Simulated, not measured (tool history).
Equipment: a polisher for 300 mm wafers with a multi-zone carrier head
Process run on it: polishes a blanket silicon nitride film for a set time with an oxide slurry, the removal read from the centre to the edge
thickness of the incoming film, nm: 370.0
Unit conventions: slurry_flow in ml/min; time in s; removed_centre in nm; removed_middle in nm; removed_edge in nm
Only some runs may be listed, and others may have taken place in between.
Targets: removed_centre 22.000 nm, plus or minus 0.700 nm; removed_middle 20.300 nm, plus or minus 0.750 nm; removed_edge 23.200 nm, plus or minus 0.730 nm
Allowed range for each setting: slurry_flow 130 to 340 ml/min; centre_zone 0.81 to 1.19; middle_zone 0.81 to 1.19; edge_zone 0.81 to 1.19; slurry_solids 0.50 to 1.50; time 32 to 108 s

Run 1, day 0.000: slurry_flow 220 ml/min, centre_zone 1.00, middle_zone 1.00, edge_zone 1.00, slurry_solids 1.00, time 70 s. Result: removed_centre 30.494 nm, removed_middle 31.401 nm, removed_edge 30.923 nm.
Run 2, day 0.196: slurry_flow 210 ml/min, centre_zone 0.99, middle_zone 0.95, edge_zone 0.99, slurry_solids 0.85, time 70 s. Result: removed_centre 28.267 nm, removed_middle 28.122 nm, removed_edge 29.514 nm.
Run 3, day 0.529: slurry_flow 210 ml/min, centre_zone 0.99, middle_zone 0.95, edge_zone 0.99, slurry_solids 0.85, time 59 s. Result: removed_centre 24.038 nm, removed_middle 24.033 nm, removed_edge 24.425 nm.
Run 4, day 0.767: slurry_flow 210 ml/min, centre_zone 0.99, middle_zone 0.91, edge_zone 0.99, slurry_solids 0.85, time 59 s. Result: removed_centre 24.262 nm, removed_middle 22.543 nm, removed_edge 25.007 nm.
Run 5, day 1.004: slurry_flow 210 ml/min, centre_zone 0.99, middle_zone 0.91, edge_zone 0.99, slurry_solids 0.85, time 52 s. Result: removed_centre 21.249 nm, removed_middle 19.861 nm, removed_edge 21.629 nm.
Run 6, day 1.067: slurry_flow 210 ml/min, centre_zone 0.99, middle_zone 0.91, edge_zone 0.99, slurry_solids 0.85, time 38 s. Result: removed_centre 15.357 nm, removed_middle 14.891 nm, removed_edge 15.991 nm.
Run 7, day 1.108: slurry_flow 215 ml/min, centre_zone 1.00, middle_zone 0.91, edge_zone 1.03, slurry_solids 1.05, time 39 s. Result: removed_centre 17.053 nm, removed_middle 15.982 nm, removed_edge 17.747 nm.
Run 8, day 1.308: slurry_flow 235 ml/min, centre_zone 1.02, middle_zone 0.98, edge_zone 1.13, slurry_solids 1.30, time 43 s. Result: removed_centre 21.037 nm, removed_middle 20.390 nm, removed_edge 21.940 nm.
Run 9, day 1.558: slurry_flow 240 ml/min, centre_zone 1.02, middle_zone 0.97, edge_zone 1.15, slurry_solids 1.35, time 43 s. Result: removed_centre 21.116 nm, removed_middle 20.464 nm, removed_edge 22.031 nm.
Run 10, day 1.642: slurry_flow 235 ml/min, centre_zone 1.02, middle_zone 0.95, edge_zone 1.16, slurry_solids 1.40, time 43 s. Result: removed_centre 20.940 nm, removed_middle 20.398 nm, removed_edge 22.258 nm.
Run 11, day 1.971: slurry_flow 235 ml/min, centre_zone 1.02, middle_zone 0.95, edge_zone 1.16, slurry_solids 1.40, time 43 s. Result: removed_centre 21.324 nm, removed_middle 20.128 nm, removed_edge 22.286 nm.

Next run, 5 choices. One meets every target within its allowed miss, the rest don't. Which?
Run A, day 2.300: slurry_flow 180 ml/min, centre_zone 1.04, middle_zone 0.88, edge_zone 1.04, slurry_solids 1.30, time 49 s. Result: removed_centre ?, removed_middle ?, removed_edge ?.
Run B, day 2.300: slurry_flow 200 ml/min, centre_zone 1.04, middle_zone 0.83, edge_zone 1.09, slurry_solids 1.40, time 49 s. Result: removed_centre ?, removed_middle ?, removed_edge ?.
Run C, day 2.300: slurry_flow 260 ml/min, centre_zone 1.12, middle_zone 1.03, edge_zone 1.12, slurry_solids 1.45, time 40 s. Result: removed_centre ?, removed_middle ?, removed_edge ?.
Run D, day 2.300: slurry_flow 180 ml/min, centre_zone 1.09, middle_zone 1.02, edge_zone 1.16, slurry_solids 1.45, time 43 s. Result: removed_centre ?, removed_middle ?, removed_edge ?.
Run E, day 2.300: slurry_flow 335 ml/min, centre_zone 1.01, middle_zone 0.91, edge_zone 1.17, slurry_solids 1.45, time 43 s. Result: removed_centre ?, removed_middle ?, removed_edge ?.

move  removed_centre  removed_middle  removed_edge
   A          23.084          20.697        23.254
   B          24.042          20.553        24.546
   C          22.272          20.847        20.983
   D          21.912          21.052        21.987
   E          22.195          20.844        23.490
A: the worst result of the last run now meets its target, but another is out of spec
B: moves the result that the last run missed by most past its target, out the other side
C: further off than the last run
D: further off than the last run
E: every result lands within tolerance
E is the move that brings every result within its allowed miss.

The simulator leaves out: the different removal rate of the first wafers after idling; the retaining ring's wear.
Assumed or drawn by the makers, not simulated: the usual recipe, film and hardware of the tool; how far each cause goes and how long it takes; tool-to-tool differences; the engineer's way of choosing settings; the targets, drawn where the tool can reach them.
